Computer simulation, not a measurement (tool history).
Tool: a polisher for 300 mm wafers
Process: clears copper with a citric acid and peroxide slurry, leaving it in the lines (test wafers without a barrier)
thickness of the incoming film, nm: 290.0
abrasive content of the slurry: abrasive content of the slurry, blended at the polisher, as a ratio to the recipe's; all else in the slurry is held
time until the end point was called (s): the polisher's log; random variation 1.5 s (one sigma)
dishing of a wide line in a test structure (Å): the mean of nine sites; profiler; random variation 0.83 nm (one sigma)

| run | hour | flow of slurry (ml/min) | pressure of the wafer on the pad (kPa) | speed of the pad under the wafer (m/s) | abrasive content of the slurry | overpolish time after the end point (s) | time until the end point was called (s) | dishing of a wide line in a test structure (Å) |
|---|---|---|---|---|---|---|---|---|
| 1 | 0.0 | 275 | 23.4 | 1.14 | 1.00 | 22 | 113.310 | 327.06 |
| 2 | 2.3 | 300 | 23.4 | 1.14 | 1.00 | 22 | 114.310 | 333.32 |
| 3 | 9.1 | 300 | 23.4 | 1.14 | 1.00 | 18 | 115.680 | 288.77 |
| 4 | 14.0 | 300 | 24.8 | 1.14 | 1.00 | 19 | 102.980 | 312.60 |
| 5 | 16.3 | 300 | 24.8 | 1.14 | 1.15 | 19 | 102.980 | 319.39 |
|  | 18.1 | slurry nozzle cleaned |
| 6 | 18.1 | 300 | 25.5 | 1.14 | 1.15 | 20 | 92.880 | 356.70 |
| 7 | 20.8 | 300 | 29.0 | 1.16 | 1.15 | 27 | 84.376 | 503.07 |

Run 8 comes next. What will it give?
| 8 | 24.6 | 300 | 29.6 | 1.16 | 1.15 | 27 | ? | ? |

time until the end point was called (s): 84.000
dishing of a wide line in a test structure (Å): 507.56

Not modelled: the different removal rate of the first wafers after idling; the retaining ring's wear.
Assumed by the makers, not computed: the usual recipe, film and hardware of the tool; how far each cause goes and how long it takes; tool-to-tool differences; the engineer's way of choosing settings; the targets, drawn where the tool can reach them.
